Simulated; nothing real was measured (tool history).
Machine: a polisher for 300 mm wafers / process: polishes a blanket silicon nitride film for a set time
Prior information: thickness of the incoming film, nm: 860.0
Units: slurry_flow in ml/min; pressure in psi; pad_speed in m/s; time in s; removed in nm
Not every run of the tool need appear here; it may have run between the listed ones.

Run 1, day 0.000: slurry_flow 315 ml/min, pressure 4.1 psi, pad_speed 1.28 m/s, time 46 s. Result: removed 109.12 nm.
Run 2, day 0.321: slurry_flow 315 ml/min, pressure 4.5 psi, pad_speed 1.32 m/s, time 46 s. Result: removed 122.61 nm.
Run 3, day 0.508: slurry_flow 315 ml/min, pressure 4.5 psi, pad_speed 1.50 m/s, time 46 s. Result: removed 135.44 nm.
Run 4, day 0.696: slurry_flow 315 ml/min, pressure 4.8 psi, pad_speed 1.52 m/s, time 46 s. Result: removed 143.81 nm.
Run 5, day 0.767: slurry_flow 315 ml/min, pressure 5.0 psi, pad_speed 1.54 m/s, time 46 s. Result: removed 152.58 nm.
Run 6, day 0.996: slurry_flow 270 ml/min, pressure 5.0 psi, pad_speed 1.54 m/s, time 46 s. Result: removed 149.62 nm.
Run 7, day 1.354: slurry_flow 285 ml/min, pressure 5.2 psi, pad_speed 1.56 m/s, time 46 s. Result: removed 157.69 nm.
Run 8, day 1.646: slurry_flow 300 ml/min, pressure 5.4 psi, pad_speed 1.58 m/s, time 46 s. Result: removed 166.69 nm.
Run 9, day 1.967: slurry_flow 305 ml/min, pressure 5.5 psi, pad_speed 1.60 m/s, time 46 s. Result: removed 174.45 nm.
Run 10, day 2.317: slurry_flow 340 ml/min, pressure 6.3 psi, pad_speed 1.60 m/s, time 46 s. Result: removed 200.97 nm.
Run 11, day 2.575: slurry_flow 340 ml/min, pressure 6.3 psi, pad_speed 1.62 m/s, time 46 s. Result: removed 203.15 nm.
Run 12, day 2.600: slurry_flow 340 ml/min, pressure 6.3 psi, pad_speed 1.64 m/s, time 46 s. Result: removed 203.11 nm.
Run 13, day 2.779: slurry_flow 340 ml/min, pressure 6.3 psi, pad_speed 1.66 m/s, time 46 s. Result: removed 201.73 nm.

Estimate the outcome of run 14 from the log above:
Run 14, day 3.054: slurry_flow 340 ml/min, pressure 6.3 psi, pad_speed 1.68 m/s, time 46 s. Result: removed ?.

removed: 204.76 nm
